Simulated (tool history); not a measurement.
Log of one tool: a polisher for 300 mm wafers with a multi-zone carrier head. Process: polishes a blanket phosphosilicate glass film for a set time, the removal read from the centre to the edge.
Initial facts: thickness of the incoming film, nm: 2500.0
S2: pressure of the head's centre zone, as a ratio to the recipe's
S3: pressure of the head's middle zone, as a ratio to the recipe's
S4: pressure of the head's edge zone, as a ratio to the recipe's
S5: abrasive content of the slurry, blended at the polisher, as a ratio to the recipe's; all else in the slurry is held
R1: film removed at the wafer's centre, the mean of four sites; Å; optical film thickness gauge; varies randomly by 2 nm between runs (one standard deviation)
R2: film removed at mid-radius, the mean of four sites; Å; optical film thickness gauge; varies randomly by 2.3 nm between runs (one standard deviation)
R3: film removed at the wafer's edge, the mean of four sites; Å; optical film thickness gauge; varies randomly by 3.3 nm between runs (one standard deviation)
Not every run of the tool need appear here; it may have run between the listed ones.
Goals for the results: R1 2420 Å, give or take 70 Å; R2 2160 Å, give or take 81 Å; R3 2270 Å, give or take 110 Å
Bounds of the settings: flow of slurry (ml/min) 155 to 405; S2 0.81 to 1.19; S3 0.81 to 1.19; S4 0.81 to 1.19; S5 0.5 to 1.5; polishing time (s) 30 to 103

Run 1, hour 0: flow of slurry (ml/min) 260, S2 1, S3 1, S4 1, S5 1, polishing time (s) 66. Result: R1 4532 Å, R2 4406.4 Å, R3 4628.5 Å.
Run 2, hour 5.8: flow of slurry (ml/min) 260, S2 1, S3 0.97, S4 0.96, S5 0.85, polishing time (s) 58. Result: R1 3768.7 Å, R2 3588.9 Å, R3 3634.3 Å.
Run 3, hour 12.2: flow of slurry (ml/min) 250, S2 0.98, S3 0.92, S4 0.95, S5 0.75, polishing time (s) 53. Result: R1 3190.8 Å, R2 2989.9 Å, R3 3245.7 Å.
Run 4, hour 13: flow of slurry (ml/min) 250, S2 0.94, S3 0.92, S4 0.95, S5 0.75, polishing time (s) 53. Result: R1 3009.2 Å, R2 2944.5 Å, R3 3148.9 Å.
Run 5, hour 13.7: flow of slurry (ml/min) 265, S2 0.95, S3 0.9, S4 0.91, S5 0.65, polishing time (s) 50. Result: R1 2743.6 Å, R2 2579.1 Å, R3 2797 Å.
Run 6, hour 22.4: flow of slurry (ml/min) 270, S2 0.96, S3 0.9, S4 0.88, S5 0.6, polishing time (s) 49. Result: R1 2621.8 Å, R2 2374.6 Å, R3 2620.4 Å.
Run 7, hour 27.1: flow of slurry (ml/min) 275, S2 0.97, S3 0.92, S4 0.86, S5 0.55, polishing time (s) 48. Result: R1 2486.1 Å, R2 2318.9 Å, R3 2426.2 Å.
Run 8, hour 28.2: flow of slurry (ml/min) 275, S2 0.98, S3 0.91, S4 0.85, S5 0.55, polishing time (s) 48. Result: R1 2502.8 Å, R2 2320 Å, R3 2391.5 Å.
Run 9, hour 28.8: flow of slurry (ml/min) 275, S2 0.98, S3 0.91, S4 0.85, S5 0.55, polishing time (s) 48. Result: R1 2512.3 Å, R2 2343.6 Å, R3 2438 Å.
Run 10, hour 32.5: flow of slurry (ml/min) 245, S2 1, S3 0.87, S4 0.81, S5 0.5, polishing time (s) 47. Result: R1 2319.4 Å, R2 2004 Å, R3 2192.9 Å.
Run 11, hour 37.5: flow of slurry (ml/min) 245, S2 1, S3 0.87, S4 0.81, S5 0.5, polishing time (s) 47. Result: R1 2341.5 Å, R2 2007.4 Å, R3 2164.2 Å.
Run 12, hour 39: flow of slurry (ml/min) 260, S2 1, S3 0.88, S4 0.82, S5 0.5, polishing time (s) 47. Result: R1 2394.9 Å, R2 2076.9 Å, R3 2157 Å.
Run 13, hour 44.8: flow of slurry (ml/min) 260, S2 1, S3 0.88, S4 0.83, S5 0.5, polishing time (s) 47. Result: R1 2370.8 Å, R2 2108.1 Å, R3 2151.9 Å.

Which one of the following 4 next-run settings gets every result inside its allowed miss? There is exactly one.
Run A, hour 50.6: flow of slurry (ml/min) 295, S2 1, S3 0.9, S4 0.89, S5 0.5, polishing time (s) 47. Result: R1 ?, R2 ?, R3 ?.
Run B, hour 50.6: flow of slurry (ml/min) 265, S2 0.9, S3 0.82, S4 0.82, S5 0.5, polishing time (s) 50. Result: R1 ?, R2 ?, R3 ?.
Run C, hour 50.6: flow of slurry (ml/min) 190, S2 0.89, S3 0.81, S4 0.81, S5 0.65, polishing time (s) 48. Result: R1 ?, R2 ?, R3 ?.
Run D, hour 50.6: flow of slurry (ml/min) 240, S2 1.04, S3 0.84, S4 0.81, S5 0.55, polishing time (s) 45. Result: R1 ?, R2 ?, R3 ?.

move      R1      R2      R3
   A  2421.1  2196.4  2340.3
   B  2269.9  2128.1  2371.9
   C  2270.1  2151.4  2457.7
   D    2432    2013  2199.8
A: each result inside its tolerance
B: the worst result of the last run now meets its target, but another is out of spec
C: takes the result that was furthest off past its target
D: the worst result of the last run now meets its target, but another is out of spec
A is the move that brings every result within its allowed miss.

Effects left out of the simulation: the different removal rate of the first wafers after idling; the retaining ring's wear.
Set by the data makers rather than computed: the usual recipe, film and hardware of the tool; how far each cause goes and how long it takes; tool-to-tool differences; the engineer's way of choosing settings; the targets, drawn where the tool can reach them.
